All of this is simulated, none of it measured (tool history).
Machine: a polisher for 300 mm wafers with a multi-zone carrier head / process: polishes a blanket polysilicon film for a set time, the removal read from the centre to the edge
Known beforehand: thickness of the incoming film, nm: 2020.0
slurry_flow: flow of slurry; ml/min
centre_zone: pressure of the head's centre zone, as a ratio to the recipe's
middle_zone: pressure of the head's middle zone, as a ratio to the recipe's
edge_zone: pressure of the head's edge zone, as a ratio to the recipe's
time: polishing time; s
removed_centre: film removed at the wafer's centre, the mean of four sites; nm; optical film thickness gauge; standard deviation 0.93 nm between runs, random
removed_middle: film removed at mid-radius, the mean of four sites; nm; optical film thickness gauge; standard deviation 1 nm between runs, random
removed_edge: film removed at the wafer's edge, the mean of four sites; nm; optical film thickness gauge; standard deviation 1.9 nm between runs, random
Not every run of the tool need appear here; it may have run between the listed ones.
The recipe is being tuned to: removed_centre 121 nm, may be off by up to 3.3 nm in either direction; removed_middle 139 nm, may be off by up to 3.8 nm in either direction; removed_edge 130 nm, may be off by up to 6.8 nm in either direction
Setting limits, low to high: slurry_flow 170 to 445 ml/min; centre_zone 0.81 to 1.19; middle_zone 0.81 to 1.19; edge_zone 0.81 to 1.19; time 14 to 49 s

| run | hour | slurry_flow | centre_zone | middle_zone | edge_zone | time | removed_centre | removed_middle | removed_edge |
|---|---|---|---|---|---|---|---|---|---|
| 1 | 0 | 285 | 1 | 1 | 1 | 31 | 211.32 | 207.15 | 210.71 |
| 2 | 8 | 285 | 1 | 1 | 0.93 | 31 | 213.02 | 206.91 | 205.61 |
| 3 | 10.3 | 280 | 0.97 | 1.01 | 0.91 | 28 | 184.97 | 191.59 | 180.58 |
| 4 | 15.6 | 225 | 0.97 | 1.01 | 0.91 | 28 | 178.42 | 185.79 | 183.93 |
| 5 | 21.1 | 170 | 0.97 | 1.01 | 0.91 | 28 | 173.82 | 180.19 | 174.92 |
| 6 | 21.9 | 170 | 0.97 | 1.01 | 0.88 | 28 | 172.62 | 178.55 | 172.25 |
| 7 | 25 | 175 | 0.95 | 1.01 | 0.87 | 26 | 159.09 | 168.33 | 159.25 |
| 8 | 30.6 | 175 | 0.92 | 1 | 0.86 | 25 | 149.89 | 159.85 | 153.78 |
| 9 | 38.9 | 175 | 0.9 | 1 | 0.85 | 24 | 137.3 | 154.77 | 146.72 |
| 10 | 47.8 | 210 | 0.89 | 0.98 | 0.81 | 20 | 117.12 | 129.31 | 120.69 |
| 11 | 50.5 | 215 | 0.89 | 0.99 | 0.83 | 20 | 118.08 | 129.61 | 122.06 |
| 12 | 52 | 250 | 0.87 | 1.06 | 0.9 | 21 | 124.9 | 143.84 | 132.98 |

Below are 4 possible settings for the next run. Only one of them brings all results inside the allowed miss of their targets. Which is it?
| A | 53.5 | 225 | 0.91 | 1.07 | 0.95 | 20 | ? | ? | ? |
| B | 53.5 | 285 | 0.9 | 1.1 | 0.81 | 21 | ? | ? | ? |
| C | 53.5 | 330 | 0.94 | 1.1 | 0.84 | 20 | ? | ? | ? |
| D | 53.5 | 240 | 0.88 | 1.05 | 0.89 | 21 | ? | ? | ? |

| move | removed_centre | removed_middle | removed_edge |
|---|---|---|---|
| A | 120.57 | 138.53 | 133.34 |
| B | 128.15 | 152.09 | 132.73 |
| C | 129.15 | 146.48 | 129.47 |
| D | 123.19 | 144.02 | 136.69 |
A: all results in spec
B: the biggest miss grows against the last run
C: the biggest miss grows against the last run
D: as far off as the last run
A meets every target.

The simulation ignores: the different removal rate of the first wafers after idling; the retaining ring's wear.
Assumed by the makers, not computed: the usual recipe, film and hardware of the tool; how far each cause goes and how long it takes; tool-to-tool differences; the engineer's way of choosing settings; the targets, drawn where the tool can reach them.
